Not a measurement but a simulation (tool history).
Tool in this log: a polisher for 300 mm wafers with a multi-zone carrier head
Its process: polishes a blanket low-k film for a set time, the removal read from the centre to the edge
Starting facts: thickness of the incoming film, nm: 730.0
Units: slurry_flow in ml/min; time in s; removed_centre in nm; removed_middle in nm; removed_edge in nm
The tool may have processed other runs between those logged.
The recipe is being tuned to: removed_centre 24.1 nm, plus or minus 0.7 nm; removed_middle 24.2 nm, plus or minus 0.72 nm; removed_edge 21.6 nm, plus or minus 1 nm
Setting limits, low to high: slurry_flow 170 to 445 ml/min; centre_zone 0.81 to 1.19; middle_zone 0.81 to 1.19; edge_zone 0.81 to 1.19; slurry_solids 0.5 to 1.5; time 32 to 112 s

{"run": 1, "hour": 0.0, "slurry_flow": 285, "centre_zone": 1, "middle_zone": 1, "edge_zone": 1, "slurry_solids": 1, "time": 72, "removed_centre": 38.632, "removed_middle": 36.862, "removed_edge": 36.881}
{"run": 2, "hour": 4.0, "slurry_flow": 285, "centre_zone": 1, "middle_zone": 1, "edge_zone": 1, "slurry_solids": 1.2, "time": 72, "removed_centre": 40.975, "removed_middle": 39.538, "removed_edge": 39.498}
{"run": 3, "hour": 11.8, "slurry_flow": 290, "centre_zone": 0.99, "middle_zone": 1.01, "edge_zone": 0.97, "slurry_solids": 1.05, "time": 68, "removed_centre": 36.985, "removed_middle": 35.915, "removed_edge": 35.052}
{"run": 4, "hour": 12.3, "slurry_flow": 290, "centre_zone": 0.99, "middle_zone": 1.01, "edge_zone": 1, "slurry_solids": 1.05, "time": 68, "removed_centre": 36.753, "removed_middle": 36.391, "removed_edge": 35.279}
{"run": 5, "hour": 14.1, "slurry_flow": 290, "centre_zone": 0.99, "middle_zone": 1.01, "edge_zone": 1, "slurry_solids": 1.15, "time": 68, "removed_centre": 38.114, "removed_middle": 37.46, "removed_edge": 36.819}
{"run": 6, "hour": 17.5, "slurry_flow": 290, "centre_zone": 0.99, "middle_zone": 1.01, "edge_zone": 1, "slurry_solids": 1.1, "time": 68, "removed_centre": 37.433, "removed_middle": 36.76, "removed_edge": 36.087}
{"run": 7, "hour": 22.4, "slurry_flow": 300, "centre_zone": 0.98, "middle_zone": 1.01, "edge_zone": 0.97, "slurry_solids": 0.95, "time": 64, "removed_centre": 33.37, "removed_middle": 33.02, "removed_edge": 31.736}
{"run": 8, "hour": 25.8, "slurry_flow": 310, "centre_zone": 0.97, "middle_zone": 1.01, "edge_zone": 0.95, "slurry_solids": 0.85, "time": 62, "removed_centre": 30.235, "removed_middle": 30.302, "removed_edge": 29.445}
{"run": 9, "hour": 32.9, "slurry_flow": 305, "centre_zone": 0.98, "middle_zone": 1.02, "edge_zone": 0.92, "slurry_solids": 0.75, "time": 60, "removed_centre": 28.333, "removed_middle": 27.968, "removed_edge": 26.511}
{"run": 10, "hour": 37.6, "slurry_flow": 295, "centre_zone": 0.98, "middle_zone": 1.03, "edge_zone": 0.9, "slurry_solids": 0.7, "time": 60, "removed_centre": 27.321, "removed_middle": 27.536, "removed_edge": 25.463}
{"run": 11, "hour": 45.1, "slurry_flow": 285, "centre_zone": 0.98, "middle_zone": 1.03, "edge_zone": 0.88, "slurry_solids": 0.65, "time": 60, "removed_centre": 26.689, "removed_middle": 26.639, "removed_edge": 24.1}
{"run": 12, "hour": 49.0, "slurry_flow": 270, "centre_zone": 0.97, "middle_zone": 1.02, "edge_zone": 0.86, "slurry_solids": 0.65, "time": 60, "removed_centre": 26.262, "removed_middle": 26.724, "removed_edge": 24.039}
{"run": 13, "hour": 50.7, "slurry_flow": 265, "centre_zone": 0.97, "middle_zone": 1.01, "edge_zone": 0.85, "slurry_solids": 0.6, "time": 60, "removed_centre": 25.067, "removed_middle": 25.084, "removed_edge": 22.769}
{"run": 14, "hour": 52.0, "slurry_flow": 255, "centre_zone": 0.97, "middle_zone": 1.01, "edge_zone": 0.84, "slurry_solids": 0.6, "time": 60, "removed_centre": 24.95, "removed_middle": 24.965, "removed_edge": 22.34}

Which one of the following 5 next-run settings gets every result inside its allowed miss? There is exactly one.
{"run": "A", "hour": 53.3, "slurry_flow": 235, "centre_zone": 1.01, "middle_zone": 1.04, "edge_zone": 0.84, "slurry_solids": 0.55, "time": 63, "removed_centre": "?", "removed_middle": "?", "removed_edge": "?"}
{"run": "B", "hour": 53.3, "slurry_flow": 220, "centre_zone": 1.04, "middle_zone": 0.99, "edge_zone": 0.81, "slurry_solids": 0.55, "time": 62, "removed_centre": "?", "removed_middle": "?", "removed_edge": "?"}
{"run": "C", "hour": 53.3, "slurry_flow": 275, "centre_zone": 0.99, "middle_zone": 1.04, "edge_zone": 0.85, "slurry_solids": 0.6, "time": 56, "removed_centre": "?", "removed_middle": "?", "removed_edge": "?"}
{"run": "D", "hour": 53.3, "slurry_flow": 215, "centre_zone": 1.02, "middle_zone": 0.98, "edge_zone": 0.81, "slurry_solids": 0.7, "time": 59, "removed_centre": "?", "removed_middle": "?", "removed_edge": "?"}
{"run": "E", "hour": 53.3, "slurry_flow": 185, "centre_zone": 1.04, "middle_zone": 1.12, "edge_zone": 0.81, "slurry_solids": 0.8, "time": 49, "removed_centre": "?", "removed_middle": "?", "removed_edge": "?"}

move=A removed_centre=25.987 removed_middle=25.826 removed_edge=23.147
move=B removed_centre=26.098 removed_middle=24.182 removed_edge=22.3
move=C removed_centre=23.94 removed_middle=24.232 removed_edge=21.74
move=D removed_centre=26.857 removed_middle=25.173 removed_edge=23.431
move=E removed_centre=23.501 removed_middle=24.231 removed_edge=20.203
A: the biggest miss grows against the last run
B: the biggest miss grows against the last run
C: in spec on every target
D: the biggest miss grows against the last run
E: puts the biggest miss on target and leaves a different result outside tolerance
The move that meets every target is C.
